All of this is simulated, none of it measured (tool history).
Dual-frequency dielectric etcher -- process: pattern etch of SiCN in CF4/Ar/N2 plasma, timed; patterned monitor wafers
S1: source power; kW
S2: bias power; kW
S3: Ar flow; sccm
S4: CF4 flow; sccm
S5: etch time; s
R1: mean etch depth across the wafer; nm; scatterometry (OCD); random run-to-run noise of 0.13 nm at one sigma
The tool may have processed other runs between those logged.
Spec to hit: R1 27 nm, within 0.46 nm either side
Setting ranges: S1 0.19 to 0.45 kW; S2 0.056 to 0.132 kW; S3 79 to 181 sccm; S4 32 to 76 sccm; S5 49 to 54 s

{"run": 1, "hour": 0.0, "S1": 0.32, "S2": 0.094, "S3": 130, "S4": 54, "S5": 54, "R1": 37.184}
{"run": 2, "hour": 2.2, "S1": 0.3, "S2": 0.094, "S3": 130, "S4": 54, "S5": 54, "R1": 34.544}
{"run": 3, "hour": 2.8, "S1": 0.3, "S2": 0.094, "S3": 130, "S4": 57, "S5": 54, "R1": 34.955}
{"run": 4, "hour": 10.2, "S1": 0.3, "S2": 0.094, "S3": 130, "S4": 63, "S5": 54, "R1": 35.223}
{"run": 5, "hour": 17.2, "S1": 0.29, "S2": 0.094, "S3": 130, "S4": 63, "S5": 54, "R1": 34.199}
{"run": 6, "hour": 21.2, "S1": 0.28, "S2": 0.094, "S3": 130, "S4": 63, "S5": 54, "R1": 32.78}
{"run": 7, "hour": 25.2, "S1": 0.22, "S2": 0.093, "S3": 130, "S4": 63, "S5": 54, "R1": 25.163}
{"run": 8, "hour": 32.4, "S1": 0.23, "S2": 0.093, "S3": 130, "S4": 63, "S5": 54, "R1": 26.45}

Below are 4 possible settings for the next run. Only one of them brings all results inside the allowed miss of their targets. Which is it?
{"run": "A", "hour": 39.6, "S1": 0.21, "S2": 0.118, "S3": 110, "S4": 61, "S5": 50, "R1": "?"}
{"run": "B", "hour": 39.6, "S1": 0.23, "S2": 0.099, "S3": 113, "S4": 74, "S5": 49, "R1": "?"}
{"run": "C", "hour": 39.6, "S1": 0.25, "S2": 0.092, "S3": 123, "S4": 66, "S5": 50, "R1": "?"}
{"run": "D", "hour": 39.6, "S1": 0.24, "S2": 0.091, "S3": 129, "S4": 63, "S5": 51.5, "R1": "?"}

move=A R1=26.045
move=B R1=26.047
move=C R1=27.068
move=D R1=26.063
A: the biggest miss grows against the last run
B: the biggest miss grows against the last run
C: each result inside its tolerance
D: the biggest miss grows against the last run
The right move is C.

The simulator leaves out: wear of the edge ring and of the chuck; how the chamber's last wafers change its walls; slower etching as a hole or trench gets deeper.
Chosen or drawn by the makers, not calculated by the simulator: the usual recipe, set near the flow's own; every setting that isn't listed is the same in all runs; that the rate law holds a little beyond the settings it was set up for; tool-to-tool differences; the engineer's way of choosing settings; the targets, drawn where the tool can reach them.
